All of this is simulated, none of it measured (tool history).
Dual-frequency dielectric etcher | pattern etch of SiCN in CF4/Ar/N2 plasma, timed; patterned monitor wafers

run  hour  source power (W)  bias power (W)  Ar flow (sccm)  CF4 flow (sccm)  etch time (s)  mean etch depth across the wafer (nm)
  1   0.0               390              84             110               55          124.0                                 87.851
  2   7.8               390              84             110               55          124.0                                 87.722
  3  15.6               390              84             110               55          124.0                                 87.086
  4  16.6               390              84             110               55          124.0                                 87.511
  5  24.6               390              84              99               55          124.0                                 90.528
  6  33.4               390              84              99               55          129.5                                 93.540

The next listed run, before its measurement:
  7  37.7               470              86              98               55          129.5                                      ?

{"run 7": {"mean etch depth across the wafer (nm)": 110.1}}

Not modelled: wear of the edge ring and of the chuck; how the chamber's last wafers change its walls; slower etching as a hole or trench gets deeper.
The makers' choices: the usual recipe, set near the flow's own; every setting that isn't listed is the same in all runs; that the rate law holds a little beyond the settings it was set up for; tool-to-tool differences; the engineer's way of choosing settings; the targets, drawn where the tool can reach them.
